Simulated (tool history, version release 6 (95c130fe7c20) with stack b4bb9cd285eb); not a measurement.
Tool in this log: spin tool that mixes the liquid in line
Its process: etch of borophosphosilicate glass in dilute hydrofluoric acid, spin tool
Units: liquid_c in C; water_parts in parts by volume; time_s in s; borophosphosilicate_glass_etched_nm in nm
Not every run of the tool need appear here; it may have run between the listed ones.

run	hour	liquid_c	water_parts	time_s	borophosphosilicate_glass_etched_nm
1	0.0	26.0	115	60	25.176
2	5.2	23.0	115	60	22.371
3	8.2	24.0	115	60	23.023
4	9.0	25.0	115	60	24.386
5	13.0	25.5	115	60	24.585
6	14.6	26.0	115	60	25.259
7	22.7	26.5	115	60	25.680

Run 8, settings as shown, results not yet in. Your forecast:
8	29.9	27.0	115	60	?

{"run 8": {"borophosphosilicate_glass_etched_nm": 26.233}}

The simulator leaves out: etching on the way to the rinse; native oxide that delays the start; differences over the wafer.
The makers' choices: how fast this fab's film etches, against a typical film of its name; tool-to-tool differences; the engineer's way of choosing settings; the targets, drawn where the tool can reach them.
